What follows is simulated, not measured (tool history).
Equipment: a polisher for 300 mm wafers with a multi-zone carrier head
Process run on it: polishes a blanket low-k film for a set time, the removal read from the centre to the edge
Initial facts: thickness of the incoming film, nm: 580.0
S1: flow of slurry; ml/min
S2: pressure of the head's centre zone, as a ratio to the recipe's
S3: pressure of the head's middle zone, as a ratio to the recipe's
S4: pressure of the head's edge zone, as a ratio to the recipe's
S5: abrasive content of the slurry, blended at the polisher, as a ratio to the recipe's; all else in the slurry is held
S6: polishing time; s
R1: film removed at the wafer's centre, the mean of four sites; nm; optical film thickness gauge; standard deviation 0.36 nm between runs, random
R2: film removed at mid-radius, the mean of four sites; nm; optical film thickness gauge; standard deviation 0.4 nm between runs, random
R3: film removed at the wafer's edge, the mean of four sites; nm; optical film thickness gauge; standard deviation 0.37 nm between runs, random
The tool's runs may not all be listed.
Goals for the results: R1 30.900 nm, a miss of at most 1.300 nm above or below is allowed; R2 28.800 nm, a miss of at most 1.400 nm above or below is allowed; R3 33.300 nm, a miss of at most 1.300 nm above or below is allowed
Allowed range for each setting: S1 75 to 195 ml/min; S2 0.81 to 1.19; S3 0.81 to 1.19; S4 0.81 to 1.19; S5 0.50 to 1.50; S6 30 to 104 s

run	hour	S1	S2	S3	S4	S5	S6	R1	R2	R3
1	0.0	125	1.00	1.00	1.00	1.00	67	25.063	24.507	25.961
2	6.9	125	1.00	1.00	1.00	0.90	67	23.836	23.304	24.053
3	9.6	130	1.00	1.00	1.01	0.95	67	24.918	24.514	25.046
4	12.3	130	1.00	0.99	1.02	1.00	67	25.159	24.618	26.505
5	13.1	155	1.00	0.99	1.02	1.00	67	26.534	25.105	26.780
6	16.0	155	1.00	0.99	1.03	1.05	67	26.844	26.511	27.547
7	21.6	155	1.01	0.98	1.04	1.05	67	27.026	27.175	27.489
8	30.6	155	1.00	0.97	1.03	1.10	67	27.959	26.936	28.779
9	34.6	155	1.00	0.96	1.04	1.10	67	27.633	27.214	28.880
10	40.1	155	1.00	0.94	1.04	1.10	67	27.723	26.564	28.215

4 next moves are on the table. One of them brings every result within its allowed miss. Which?
A	45.6	150	0.92	0.83	0.95	1.35	74	?	?	?
B	45.6	180	1.19	1.10	1.03	0.80	75	?	?	?
C	45.6	135	0.97	1.01	1.14	0.90	67	?	?	?
D	45.6	175	1.07	1.01	1.12	1.05	55	?	?	?

move	R1	R2	R3
A	31.632	28.849	33.386
B	31.863	27.463	26.231
C	23.807	23.790	25.437
D	24.875	22.390	23.508
A: all results land within tolerance of their targets
B: its largest miss is bigger than the last run's
C: its largest miss is bigger than the last run's
D: its largest miss is bigger than the last run's
A is the move that brings every result within its allowed miss.
